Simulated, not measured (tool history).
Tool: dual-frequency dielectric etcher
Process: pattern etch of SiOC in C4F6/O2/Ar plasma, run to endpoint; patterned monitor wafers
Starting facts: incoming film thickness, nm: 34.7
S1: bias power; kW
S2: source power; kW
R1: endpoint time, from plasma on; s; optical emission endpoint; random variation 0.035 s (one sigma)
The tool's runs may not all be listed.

run 1 hour=0 | S1=0.64 S2=0.47 | R1=8.7572
run 2 hour=3.1 | S1=0.64 S2=0.55 | R1=8.349
run 3 hour=3.9 | S1=0.64 S2=0.48 | R1=8.7384
run 4 hour=4.4 | S1=0.68 S2=0.48 | R1=8.3798
run 5 hour=7.1 | S1=0.608 S2=0.48 | R1=8.8062
run 6 hour=9.4 | S1=0.608 S2=0.56 | R1=8.5288
run 7 hour=15.7 | S1=0.624 S2=0.56 | R1=8.3306
run 8 hour=23.2 | S1=0.636 S2=0.56 | R1=8.3801
run 9 hour=28.6 | S1=0.764 S2=0.58 | R1=7.5378
run 10 hour=32.6 | S1=0.764 S2=0.58 | R1=7.4923

For run 11, what comes out?
run 11 hour=36.6 | S1=0.76 S2=0.58 | R1=?

{"run 11": {"R1": 7.5487}}
